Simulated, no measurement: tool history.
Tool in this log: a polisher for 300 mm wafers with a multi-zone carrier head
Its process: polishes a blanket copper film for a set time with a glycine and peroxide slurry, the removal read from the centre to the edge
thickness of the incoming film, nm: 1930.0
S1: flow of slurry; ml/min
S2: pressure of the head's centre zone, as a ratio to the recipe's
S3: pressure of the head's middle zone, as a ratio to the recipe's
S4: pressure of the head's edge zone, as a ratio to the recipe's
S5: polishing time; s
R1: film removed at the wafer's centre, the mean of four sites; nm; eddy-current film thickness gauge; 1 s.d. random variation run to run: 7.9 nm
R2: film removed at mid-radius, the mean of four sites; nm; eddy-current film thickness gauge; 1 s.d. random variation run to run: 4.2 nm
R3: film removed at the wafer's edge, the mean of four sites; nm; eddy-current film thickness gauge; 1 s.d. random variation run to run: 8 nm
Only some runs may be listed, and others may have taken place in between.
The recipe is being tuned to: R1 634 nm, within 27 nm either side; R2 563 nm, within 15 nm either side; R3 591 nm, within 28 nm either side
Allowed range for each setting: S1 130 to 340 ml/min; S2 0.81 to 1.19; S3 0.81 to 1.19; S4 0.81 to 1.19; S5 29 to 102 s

run  hour   S1    S2    S3    S4  S5      R1      R2      R3
  1     0  220     1     1     1  65  475.98  467.29  467.72
  2   1.6  230  1.03  1.01  1.04  68  510.98  502.88  500.02
  3   5.6  185  1.03  1.01  1.04  68   495.8  485.57  479.18
  4   6.2  185  0.97  1.01  1.04  68  458.76  480.16   485.6
  5   9.5  210  0.97  1.01  1.04  68  473.02  495.47  496.44
  6  12.1  190  0.97  1.01  1.04  68  455.63  481.93  495.57
  7  16.9  215     1     1  1.07  70  499.07  504.85  521.43
  8  20.5  265   1.1  0.99  1.17  75  602.58  554.49  567.76

Pick the move, out of 5, that brings all results within their allowed miss; only one does.
  A  24.1  340  1.12  0.98  1.14  75   ?   ?   ?
  B  24.1  265     1     1  1.18  77   ?   ?   ?
  C  24.1  275  1.18  1.08  1.14  68   ?   ?   ?
  D  24.1  260   1.1  1.08  1.12  68   ?   ?   ?
  E  24.1  320  1.12  1.07  1.04  69   ?   ?   ?

move      R1      R2      R3
   A  635.25  554.69  585.27
   B  573.64   565.2   599.6
   C  590.27  534.65  521.52
   D  550.36  531.47  514.48
   E  581.27  546.82  512.13
A: in spec on every target
B: further off than the last run
C: further off than the last run
D: further off than the last run
E: further off than the last run
Answer: A
